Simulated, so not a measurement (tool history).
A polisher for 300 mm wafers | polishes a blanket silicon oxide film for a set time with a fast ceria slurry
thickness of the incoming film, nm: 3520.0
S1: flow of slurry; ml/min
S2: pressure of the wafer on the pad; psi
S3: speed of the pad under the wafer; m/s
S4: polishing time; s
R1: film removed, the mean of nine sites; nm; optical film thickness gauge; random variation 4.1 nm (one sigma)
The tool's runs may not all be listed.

Run 1, hour 0.0: S1 255 ml/min, S2 2.4 psi, S3 1.28 m/s, S4 27 s. Result: R1 384.90 nm.
Run 2, hour 5.0: S1 255 ml/min, S2 2.5 psi, S3 1.28 m/s, S4 27 s. Result: R1 398.78 nm.
Run 3, hour 5.7: S1 255 ml/min, S2 2.2 psi, S3 1.28 m/s, S4 27 s. Result: R1 363.29 nm.
Run 4, hour 14.1: S1 215 ml/min, S2 2.2 psi, S3 1.28 m/s, S4 27 s. Result: R1 353.87 nm.
Run 5, hour 16.1: S1 215 ml/min, S2 2.3 psi, S3 1.28 m/s, S4 27 s. Result: R1 367.00 nm.
Run 6, hour 23.8: S1 215 ml/min, S2 2.3 psi, S3 1.16 m/s, S4 27 s. Result: R1 334.42 nm.
Run 7, hour 29.2: S1 215 ml/min, S2 2.4 psi, S3 1.16 m/s, S4 27 s. Result: R1 339.50 nm.
Run 8, hour 32.8: S1 220 ml/min, S2 2.5 psi, S3 1.16 m/s, S4 27 s. Result: R1 356.57 nm.

Run 9 comes next. What will it give?
Run 9, hour 35.8: S1 225 ml/min, S2 2.6 psi, S3 1.16 m/s, S4 27 s. Result: R1 ?.

{"run 9": {"R1": 370.89}}
